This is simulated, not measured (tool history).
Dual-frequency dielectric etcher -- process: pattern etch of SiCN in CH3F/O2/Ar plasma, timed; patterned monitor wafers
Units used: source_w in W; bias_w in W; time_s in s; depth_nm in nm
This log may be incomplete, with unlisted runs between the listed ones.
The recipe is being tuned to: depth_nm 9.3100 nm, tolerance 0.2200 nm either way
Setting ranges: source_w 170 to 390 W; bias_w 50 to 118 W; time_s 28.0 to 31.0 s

run,hour,source_w,bias_w,time_s,depth_nm
1,0.0,280,84,31.0,10.5490
2,0.5,260,82,31.0,10.1510
3,4.1,260,88,31.0,10.4850
4,6.1,240,87,31.0,10.2600
5,10.0,260,87,31.0,10.3640
6,17.3,250,85,31.0,10.2370
7,24.8,240,83,31.0,9.8542
8,26.0,230,83,31.0,9.9650
9,28.2,220,81,31.0,9.7644
10,37.0,210,80,31.0,9.6325

Consider the 5 candidate settings below. Which is the only one whose results all fall within their allowed miss of target?
A,45.8,210,85,31.0,?
B,45.8,200,78,29.5,?
C,45.8,280,85,30.0,?
D,45.8,210,76,31.0,?
E,45.8,180,95,31.0,?

move,depth_nm
A,9.9063
B,9.0124
C,10.2970
D,9.4843
E,9.9942
A: its largest miss is bigger than the last run's
B: carries the result that was furthest off beyond its target, to the other side
C: its largest miss is bigger than the last run's
D: each result inside its tolerance
E: its largest miss is bigger than the last run's
So the answer is move D, the one that meets all the targets.
